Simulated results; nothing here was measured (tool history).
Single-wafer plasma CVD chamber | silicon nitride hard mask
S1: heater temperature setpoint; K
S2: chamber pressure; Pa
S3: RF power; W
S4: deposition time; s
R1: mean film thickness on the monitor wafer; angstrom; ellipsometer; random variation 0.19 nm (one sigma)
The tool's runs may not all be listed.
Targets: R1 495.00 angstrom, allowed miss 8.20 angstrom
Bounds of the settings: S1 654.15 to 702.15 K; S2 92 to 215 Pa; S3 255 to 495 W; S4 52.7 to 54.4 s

run 1 hour=0.0 | S1=678.15 S2=153 S3=375 S4=52.7 | R1=654.89
run 2 hour=1.8 | S1=678.15 S2=175 S3=375 S4=52.7 | R1=683.05
run 3 hour=5.0 | S1=678.15 S2=184 S3=375 S4=52.7 | R1=696.12
run 4 hour=12.6 | S1=672.15 S2=184 S3=375 S4=52.7 | R1=695.94
run 5 hour=17.0 | S1=672.15 S2=184 S3=375 S4=52.7 | R1=698.52
run 6 hour=19.1 | S1=672.15 S2=167 S3=355 S4=52.7 | R1=650.81
run 7 hour=21.3 | S1=672.15 S2=167 S3=355 S4=52.7 | R1=644.89
run 8 hour=26.8 | S1=672.15 S2=153 S3=340 S4=52.7 | R1=609.52
run 9 hour=31.3 | S1=672.15 S2=143 S3=330 S4=52.7 | R1=580.23
run 10 hour=34.9 | S1=672.15 S2=133 S3=325 S4=52.7 | R1=559.91
run 11 hour=43.6 | S1=672.15 S2=125 S3=320 S4=52.7 | R1=540.48
run 12 hour=49.9 | S1=672.15 S2=120 S3=320 S4=52.7 | R1=532.45
run 13 hour=57.7 | S1=672.15 S2=92 S3=310 S4=52.7 | R1=468.47
run 14 hour=64.6 | S1=672.15 S2=95 S3=310 S4=52.7 | R1=474.24
run 15 hour=66.2 | S1=672.15 S2=97 S3=310 S4=52.7 | R1=484.36
run 16 hour=68.0 | S1=672.15 S2=99 S3=310 S4=52.7 | R1=487.14

5 next moves are on the table. One of them brings every result within its allowed miss. Which?
run A hour=69.8 | S1=672.15 S2=92 S3=310 S4=53.1 | R1=?
run B hour=69.8 | S1=669.15 S2=93 S3=305 S4=53.5 | R1=?
run C hour=69.8 | S1=681.15 S2=97 S3=300 S4=54.2 | R1=?
run D hour=69.8 | S1=673.15 S2=108 S3=305 S4=53.3 | R1=?
run E hour=69.8 | S1=668.15 S2=97 S3=310 S4=52.7 | R1=?

move=A R1=475.79
move=B R1=475.69
move=C R1=480.73
move=D R1=499.37
move=E R1=483.88
A: further off than the last run
B: further off than the last run
C: further off than the last run
D: meets every target
E: further off than the last run
Move D is the one to make.

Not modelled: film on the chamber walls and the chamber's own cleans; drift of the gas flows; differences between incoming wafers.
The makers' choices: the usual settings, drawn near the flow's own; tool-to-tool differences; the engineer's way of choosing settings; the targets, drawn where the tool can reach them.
